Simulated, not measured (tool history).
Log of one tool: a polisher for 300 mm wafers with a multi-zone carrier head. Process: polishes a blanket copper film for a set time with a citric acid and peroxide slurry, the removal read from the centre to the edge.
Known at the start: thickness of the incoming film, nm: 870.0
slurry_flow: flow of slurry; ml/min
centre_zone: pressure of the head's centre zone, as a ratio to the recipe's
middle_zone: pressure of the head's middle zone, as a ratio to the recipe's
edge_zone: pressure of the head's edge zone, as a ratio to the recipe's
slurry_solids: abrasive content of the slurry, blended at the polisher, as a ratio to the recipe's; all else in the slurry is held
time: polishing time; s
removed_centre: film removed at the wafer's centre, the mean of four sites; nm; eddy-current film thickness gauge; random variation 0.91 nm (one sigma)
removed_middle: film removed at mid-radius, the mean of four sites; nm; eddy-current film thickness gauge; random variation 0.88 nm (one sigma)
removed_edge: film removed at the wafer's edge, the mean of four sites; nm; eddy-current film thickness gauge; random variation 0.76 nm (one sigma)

| run | day | slurry_flow | centre_zone | middle_zone | edge_zone | slurry_solids | time | removed_centre | removed_middle | removed_edge |
|---|---|---|---|---|---|---|---|---|---|---|
| 1 | 0.000 | 225 | 1.00 | 1.00 | 1.00 | 1.0 | 43 | 50.514 | 50.863 | 52.480 |
| 2 | 0.042 | 275 | 1.00 | 1.00 | 1.00 | 1.0 | 43 | 51.754 | 51.555 | 53.088 |
| 3 | 0.179 | 275 | 1.00 | 1.00 | 1.00 | 1.0 | 52 | 62.552 | 64.167 | 63.271 |
| 4 | 0.212 | 280 | 1.04 | 0.99 | 0.99 | 1.0 | 52 | 65.539 | 61.296 | 64.201 |
| 5 | 0.521 | 305 | 1.04 | 0.99 | 0.99 | 1.0 | 52 | 64.453 | 62.912 | 64.942 |
| 6 | 0.892 | 290 | 1.08 | 1.01 | 0.96 | 1.0 | 52 | 68.613 | 64.751 | 62.169 |
| 7 | 0.929 | 290 | 1.10 | 1.00 | 0.96 | 1.0 | 52 | 68.795 | 62.878 | 62.079 |

Run 8 comes next. What will it give?
| 8 | 1.121 | 290 | 1.12 | 1.00 | 0.96 | 1.0 | 52 | ? | ? | ? |

removed_centre: 69.708 nm
removed_middle: 63.111 nm
removed_edge: 63.259 nm
